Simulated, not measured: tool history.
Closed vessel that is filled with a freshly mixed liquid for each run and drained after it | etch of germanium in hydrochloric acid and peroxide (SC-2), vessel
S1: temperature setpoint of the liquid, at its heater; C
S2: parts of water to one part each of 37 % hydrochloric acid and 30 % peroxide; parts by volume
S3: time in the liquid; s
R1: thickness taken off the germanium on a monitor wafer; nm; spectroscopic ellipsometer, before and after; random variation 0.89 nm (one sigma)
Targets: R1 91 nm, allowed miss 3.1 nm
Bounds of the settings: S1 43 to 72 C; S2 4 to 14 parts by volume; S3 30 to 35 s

run  hour    S1   S2  S3      R1
  1     0    59  7.5  35  65.982
  2   6.4  64.5  7.5  35  80.388
  3    13  64.5  7.5  30  67.254
  4  18.9    59  7.5  30  58.577
  5  23.2  63.5  7.5  30  65.583
  6  31.6  63.5  5.5  30  66.611
  7  35.5    66  5.5  30  71.405
  8  44.1    68  5.5  30  76.242
  9  52.7  69.5  5.5  30      79
 10  53.6  70.5  5.5  30  82.402
 11  54.7    71  5.5  30  83.416
 12  55.8  71.5  5.5  30  84.217
 13  61.7    72  5.5  30  85.565
 14    66    72  5.5  35   98.32
 15  71.8    72  5.5  35   98.03
 16    77  71.5  5.5  35  96.457
 17  85.8    71  5.5  35  96.445
 18    95  70.5  5.5  35   95.49

Which of these 4 next moves meets every target?
  A  104.2  71.5  4.5  30   ?
  B  104.2    72  5.5  35   ?
  C  104.2  68.5  5.5  35   ?
  D  104.2  71.5    4  30   ?

move      R1
   A  84.637
   B    99.3
   C  89.979
   D   84.91
A: takes the result that was furthest off past its target
B: further off than the last run
C: meets every target
D: takes the result that was furthest off past its target
The right move is C.
